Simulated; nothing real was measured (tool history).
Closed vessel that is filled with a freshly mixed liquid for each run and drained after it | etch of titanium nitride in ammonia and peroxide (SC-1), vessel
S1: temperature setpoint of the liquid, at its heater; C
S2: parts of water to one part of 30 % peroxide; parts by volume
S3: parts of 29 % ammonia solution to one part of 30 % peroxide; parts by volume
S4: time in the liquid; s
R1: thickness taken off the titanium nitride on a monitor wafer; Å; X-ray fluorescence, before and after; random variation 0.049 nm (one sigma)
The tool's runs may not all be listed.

run  hour    S1  S2   S3  S4      R1
  1     0    48   6  0.9  65  37.551
  2   9.1  49.5   6  0.9  65  41.908
  3  11.4  50.5   6  0.9  65  44.513
  4  13.8  50.5   6    1  65  45.701
  5  16.6  50.5   8    1  65  39.486
  6  25.3  50.5   8    1  65  39.872
  7  30.4  51.5   8    1  65  42.127

Forecast run 8:
  8  38.1  52.5   8   1  65   ?

R1: 44.717 Å
